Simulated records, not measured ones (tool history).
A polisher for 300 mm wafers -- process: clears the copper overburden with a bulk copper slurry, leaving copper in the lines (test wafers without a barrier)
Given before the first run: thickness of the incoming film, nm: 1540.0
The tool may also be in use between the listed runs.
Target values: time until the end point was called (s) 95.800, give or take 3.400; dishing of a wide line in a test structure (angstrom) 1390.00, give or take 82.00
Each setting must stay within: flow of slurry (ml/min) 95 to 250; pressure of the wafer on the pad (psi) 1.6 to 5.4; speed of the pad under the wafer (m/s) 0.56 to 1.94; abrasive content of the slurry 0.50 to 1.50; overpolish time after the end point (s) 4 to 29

run,hour,flow of slurry (ml/min),pressure of the wafer on the pad (psi),speed of the pad under the wafer (m/s),abrasive content of the slurry,overpolish time after the end point (s),time until the end point was called (s),dishing of a wide line in a test structure (angstrom)
1,0.0,160,3.5,1.24,1.00,15,133.890,991.37
2,8.7,130,3.5,1.24,1.00,15,137.440,954.12
3,12.1,140,3.9,1.24,1.00,16,121.860,1123.80
4,19.4,140,3.1,1.24,1.00,16,153.380,931.41
5,22.1,175,3.1,1.24,1.00,16,149.570,932.80
6,26.3,175,3.6,1.24,1.00,16,128.160,1048.00
7,34.3,180,3.9,1.24,1.00,17,115.650,1157.60
8,36.0,200,4.5,1.24,1.00,19,98.705,1332.50

Exactly one of the 4 candidate moves below puts every result within its allowed miss. Which one?
A,37.7,145,4.0,1.48,1.20,21,?,?
B,37.7,185,4.8,1.14,1.10,23,?,?
C,37.7,190,5.3,1.18,1.00,15,?,?
D,37.7,175,4.8,1.22,0.75,17,?,?

move,time until the end point was called (s),dishing of a wide line in a test structure (angstrom)
A,96.610,1413.50
B,102.040,1494.20
C,90.680,1324.60
D,102.330,1305.50
A: meets every target
B: the biggest miss grows against the last run
C: carries the result that was furthest off beyond its target, to the other side
D: the biggest miss grows against the last run
Answer: A
